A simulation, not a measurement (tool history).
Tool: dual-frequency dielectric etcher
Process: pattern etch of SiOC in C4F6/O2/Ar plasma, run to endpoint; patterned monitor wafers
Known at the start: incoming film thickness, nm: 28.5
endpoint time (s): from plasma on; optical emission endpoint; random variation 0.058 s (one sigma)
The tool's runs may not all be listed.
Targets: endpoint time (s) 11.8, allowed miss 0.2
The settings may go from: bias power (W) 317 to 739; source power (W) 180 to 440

run 1 hour=0 | bias_power_(W)=528 source_power_(W)=310 | endpoint_time_(s)=10.11
run 2 hour=7.9 | bias_power_(W)=528 source_power_(W)=360 | endpoint_time_(s)=9.7632
run 3 hour=15.7 | bias_power_(W)=528 source_power_(W)=390 | endpoint_time_(s)=9.487
run 4 hour=24.4 | bias_power_(W)=528 source_power_(W)=420 | endpoint_time_(s)=9.2426
run 5 hour=32.2 | bias_power_(W)=470 source_power_(W)=390 | endpoint_time_(s)=9.9274
run 6 hour=34.7 | bias_power_(W)=470 source_power_(W)=420 | endpoint_time_(s)=9.6452
run 7 hour=42.5 | bias_power_(W)=428 source_power_(W)=390 | endpoint_time_(s)=10.296
run 8 hour=50.3 | bias_power_(W)=398 source_power_(W)=380 | endpoint_time_(s)=10.666
run 9 hour=58 | bias_power_(W)=376 source_power_(W)=370 | endpoint_time_(s)=11.101
run 10 hour=66 | bias_power_(W)=361 source_power_(W)=370 | endpoint_time_(s)=11.198
run 11 hour=66.7 | bias_power_(W)=361 source_power_(W)=370 | endpoint_time_(s)=11.265
run 12 hour=71.1 | bias_power_(W)=350 source_power_(W)=370 | endpoint_time_(s)=11.443
run 13 hour=72 | bias_power_(W)=342 source_power_(W)=370 | endpoint_time_(s)=11.52
run 14 hour=72.9 | bias_power_(W)=336 source_power_(W)=370 | endpoint_time_(s)=11.537

Which of these 4 next moves meets every target?
run A hour=73.8 | bias_power_(W)=355 source_power_(W)=320 | endpoint_time_(s)=?
run B hour=73.8 | bias_power_(W)=432 source_power_(W)=290 | endpoint_time_(s)=?
run C hour=73.8 | bias_power_(W)=336 source_power_(W)=300 | endpoint_time_(s)=?
run D hour=73.8 | bias_power_(W)=338 source_power_(W)=390 | endpoint_time_(s)=?

move=A endpoint_time_(s)=11.78
move=B endpoint_time_(s)=11.2
move=C endpoint_time_(s)=12.271
move=D endpoint_time_(s)=11.317
A: meets every target
B: further off than the last run
C: takes the result that was furthest off past its target
D: further off than the last run
Move A is the one to make.
